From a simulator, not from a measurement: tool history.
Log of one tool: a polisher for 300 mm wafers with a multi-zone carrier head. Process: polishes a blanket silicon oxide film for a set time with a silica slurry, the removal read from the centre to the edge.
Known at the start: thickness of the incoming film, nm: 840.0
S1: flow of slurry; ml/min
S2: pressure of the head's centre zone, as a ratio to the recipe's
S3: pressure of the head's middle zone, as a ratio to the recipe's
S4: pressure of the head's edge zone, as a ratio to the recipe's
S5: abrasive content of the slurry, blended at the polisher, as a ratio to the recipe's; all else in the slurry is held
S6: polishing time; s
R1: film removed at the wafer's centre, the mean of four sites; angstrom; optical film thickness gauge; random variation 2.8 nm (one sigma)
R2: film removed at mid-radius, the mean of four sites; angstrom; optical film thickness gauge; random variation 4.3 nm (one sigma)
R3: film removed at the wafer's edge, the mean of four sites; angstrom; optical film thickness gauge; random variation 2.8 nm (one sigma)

run	hour	S1	S2	S3	S4	S5	S6	R1	R2	R3
1	0	300	1	1	1	1	75	2769.6	2826.5	2899.6
2	6.6	305	1	1.02	1.02	1.05	75	2850.1	2907.7	2968
3	12.5	305	0.99	1.04	1.03	1.1	76	2947.4	3093.7	3086
4	19.4	305	0.99	1.04	1.09	1.1	76	2955.6	3090.9	3192
5	27.4	305	0.98	1.06	1.1	1.15	77	3049.9	3299.4	3294.9
6	32.1	305	0.97	1.07	1.11	1.2	77	3051.7	3409.4	3399.3
7	38.4	310	0.97	1.08	1.12	1.25	77	3151.6	3382.4	3498.7
8	43.2	265	0.88	1.18	1.02	1.5	88	3422.7	4513.6	3996.7
9	46.9	265	0.88	1.17	1.02	1.5	88	3417.9	4390.6	4005.7

Forecast run 10:
10	52.3	270	0.88	1.17	1.02	1.5	88	?	?	?

{"run 10": {"R1": 3423.6, "R2": 4469.6, "R3": 4051.6}}
